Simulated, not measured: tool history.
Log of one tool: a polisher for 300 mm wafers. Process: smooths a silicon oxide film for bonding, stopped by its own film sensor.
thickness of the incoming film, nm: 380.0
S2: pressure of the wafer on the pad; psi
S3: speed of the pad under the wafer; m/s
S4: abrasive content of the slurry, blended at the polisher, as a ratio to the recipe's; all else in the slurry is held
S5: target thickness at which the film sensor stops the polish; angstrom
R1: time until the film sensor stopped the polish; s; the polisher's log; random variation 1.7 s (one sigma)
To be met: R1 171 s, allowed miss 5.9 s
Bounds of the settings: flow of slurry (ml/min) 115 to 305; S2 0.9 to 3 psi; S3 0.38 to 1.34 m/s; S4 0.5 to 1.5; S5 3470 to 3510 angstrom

Run 1, day 0: flow of slurry (ml/min) 195, S2 1.9 psi, S3 0.86 m/s, S4 1, S5 3470 angstrom. Result: R1 61.292 s.
Run 2, day 0.367: flow of slurry (ml/min) 195, S2 1.9 psi, S3 0.7 m/s, S4 1, S5 3470 angstrom. Result: R1 68.435 s.
Run 3, day 0.65: flow of slurry (ml/min) 185, S2 1.6 psi, S3 0.6 m/s, S4 0.9, S5 3470 angstrom. Result: R1 89.816 s.
Run 4, day 0.858: flow of slurry (ml/min) 185, S2 1.6 psi, S3 0.6 m/s, S4 0.9, S5 3510 angstrom. Result: R1 80.411 s.
Run 5, day 0.938: flow of slurry (ml/min) 170, S2 1.4 psi, S3 0.52 m/s, S4 0.75, S5 3500 angstrom. Result: R1 115.79 s.
Run 6, day 1.246: flow of slurry (ml/min) 170, S2 1.4 psi, S3 0.42 m/s, S4 0.75, S5 3500 angstrom. Result: R1 124.39 s.
Run 7, day 1.45: flow of slurry (ml/min) 165, S2 0.9 psi, S3 0.38 m/s, S4 0.7, S5 3500 angstrom. Result: R1 207.4 s.
Run 8, day 1.725: flow of slurry (ml/min) 170, S2 1 psi, S3 0.38 m/s, S4 0.7, S5 3500 angstrom. Result: R1 182.74 s.
Run 9, day 2.033: flow of slurry (ml/min) 180, S2 1 psi, S3 0.38 m/s, S4 0.7, S5 3500 angstrom. Result: R1 185.77 s.
Run 10, day 2.262: flow of slurry (ml/min) 180, S2 1 psi, S3 0.38 m/s, S4 0.7, S5 3500 angstrom. Result: R1 182.22 s.
Run 11, day 2.517: flow of slurry (ml/min) 190, S2 1 psi, S3 0.38 m/s, S4 0.7, S5 3500 angstrom. Result: R1 184.21 s.

Which of these 4 next moves meets every target?
Run A, day 2.771: flow of slurry (ml/min) 170, S2 0.9 psi, S3 0.44 m/s, S4 0.75, S5 3480 angstrom. Result: R1 ?.
Run B, day 2.771: flow of slurry (ml/min) 205, S2 1 psi, S3 0.42 m/s, S4 0.7, S5 3510 angstrom. Result: R1 ?.
Run C, day 2.771: flow of slurry (ml/min) 200, S2 0.9 psi, S3 0.38 m/s, S4 0.7, S5 3510 angstrom. Result: R1 ?.
Run D, day 2.771: flow of slurry (ml/min) 245, S2 1.2 psi, S3 0.4 m/s, S4 0.55, S5 3490 angstrom. Result: R1 ?.

move      R1
   A  198.24
   B  170.91
   C   195.6
   D  193.97
A: further off than the last run
B: meets every target
C: further off than the last run
D: further off than the last run
The right move is B.
